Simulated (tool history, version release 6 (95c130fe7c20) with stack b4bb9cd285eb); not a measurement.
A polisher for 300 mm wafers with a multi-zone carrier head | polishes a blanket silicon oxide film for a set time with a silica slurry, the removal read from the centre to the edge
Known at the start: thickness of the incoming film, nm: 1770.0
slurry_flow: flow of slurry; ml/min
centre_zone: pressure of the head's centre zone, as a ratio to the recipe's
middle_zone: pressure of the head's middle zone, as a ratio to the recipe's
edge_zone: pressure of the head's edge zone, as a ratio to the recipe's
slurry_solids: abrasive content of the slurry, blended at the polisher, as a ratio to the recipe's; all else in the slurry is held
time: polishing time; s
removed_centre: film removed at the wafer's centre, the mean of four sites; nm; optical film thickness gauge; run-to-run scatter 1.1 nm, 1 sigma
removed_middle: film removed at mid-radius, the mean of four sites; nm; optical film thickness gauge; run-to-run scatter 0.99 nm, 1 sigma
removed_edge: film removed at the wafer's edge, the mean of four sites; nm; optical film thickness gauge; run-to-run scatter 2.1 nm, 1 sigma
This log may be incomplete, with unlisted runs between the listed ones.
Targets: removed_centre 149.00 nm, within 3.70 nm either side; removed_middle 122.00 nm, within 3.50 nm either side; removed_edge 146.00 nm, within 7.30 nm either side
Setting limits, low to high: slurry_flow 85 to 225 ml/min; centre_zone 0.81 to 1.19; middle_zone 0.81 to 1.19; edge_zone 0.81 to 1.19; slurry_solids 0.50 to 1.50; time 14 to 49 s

run,day,slurry_flow,centre_zone,middle_zone,edge_zone,slurry_solids,time,removed_centre,removed_middle,removed_edge
1,0.000,145,1.00,1.00,1.00,1.00,31,137.64,138.59,144.78
2,0.300,145,1.02,0.97,1.00,1.00,31,141.05,132.23,146.00
3,0.529,145,1.02,0.97,1.00,1.10,31,146.22,139.14,148.19
4,0.804,145,1.02,0.97,1.00,1.25,31,157.38,147.04,157.92
5,0.954,135,1.03,0.95,0.99,1.25,31,153.33,142.56,154.02
6,1.021,135,1.03,0.95,0.99,1.25,36,178.80,164.66,179.06
7,1.071,130,1.04,0.92,0.97,1.20,36,174.01,156.43,179.22
8,1.142,130,1.06,0.92,0.95,1.10,35,165.87,146.79,160.01
9,1.171,125,1.06,0.89,0.94,1.10,35,163.94,138.76,159.39
10,1.362,120,1.06,0.88,0.92,1.10,35,163.76,141.01,157.65
11,1.608,115,1.06,0.86,0.92,1.05,35,157.47,130.46,152.34
12,1.846,110,1.06,0.86,0.92,1.05,35,154.60,129.77,146.94
13,1.875,105,1.06,0.85,0.93,1.05,35,151.39,126.74,148.75
14,2.233,90,1.07,0.83,0.91,1.05,35,145.31,117.25,145.72

Exactly one of the 4 candidate moves below puts every result within its allowed miss. Which one?
A,2.592,95,1.13,0.82,1.05,1.15,32,?,?,?
B,2.592,95,1.08,0.84,0.89,1.00,36,?,?,?
C,2.592,85,1.13,0.81,0.94,1.00,36,?,?,?
D,2.592,105,1.08,0.82,0.85,1.00,36,?,?,?

move,removed_centre,removed_middle,removed_edge
A,148.90,111.80,148.09
B,149.45,119.83,146.06
C,148.74,111.41,144.95
D,155.41,121.54,147.03
A: lands further from the targets than the last run did
B: meets every target
C: lands further from the targets than the last run did
D: gets the furthest-off result to its target, but another result is out of tolerance
Go with B: it meets all targets.
